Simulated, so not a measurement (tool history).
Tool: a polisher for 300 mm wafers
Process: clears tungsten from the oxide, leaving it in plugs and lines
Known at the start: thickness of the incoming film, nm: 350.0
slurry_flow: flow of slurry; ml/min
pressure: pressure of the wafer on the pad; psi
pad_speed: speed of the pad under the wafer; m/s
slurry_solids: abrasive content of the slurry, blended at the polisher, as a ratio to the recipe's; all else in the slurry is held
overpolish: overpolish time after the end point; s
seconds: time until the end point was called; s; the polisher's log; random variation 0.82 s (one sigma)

Run 1, hour 0.0: slurry_flow 195 ml/min, pressure 3.4 psi, pad_speed 0.98 m/s, slurry_solids 1.00, overpolish 18 s. Result: seconds 77.275 s.
Run 2, hour 6.2: slurry_flow 195 ml/min, pressure 3.4 psi, pad_speed 0.98 m/s, slurry_solids 1.10, overpolish 18 s. Result: seconds 77.373 s.
Run 3, hour 8.2: slurry_flow 170 ml/min, pressure 3.4 psi, pad_speed 0.98 m/s, slurry_solids 1.10, overpolish 18 s. Result: seconds 76.361 s.
Run 4, hour 15.3: slurry_flow 170 ml/min, pressure 3.4 psi, pad_speed 0.98 m/s, slurry_solids 1.25, overpolish 18 s. Result: seconds 72.723 s.
Run 5, hour 20.7: slurry_flow 220 ml/min, pressure 3.4 psi, pad_speed 0.98 m/s, slurry_solids 1.25, overpolish 18 s. Result: seconds 74.171 s.
Run 6, hour 28.9: slurry_flow 240 ml/min, pressure 3.4 psi, pad_speed 0.98 m/s, slurry_solids 1.25, overpolish 18 s. Result: seconds 71.754 s.

The next listed run, before its measurement:
Run 7, hour 31.6: slurry_flow 250 ml/min, pressure 4.4 psi, pad_speed 1.02 m/s, slurry_solids 1.25, overpolish 18 s. Result: seconds ?.

seconds: 58.503 s
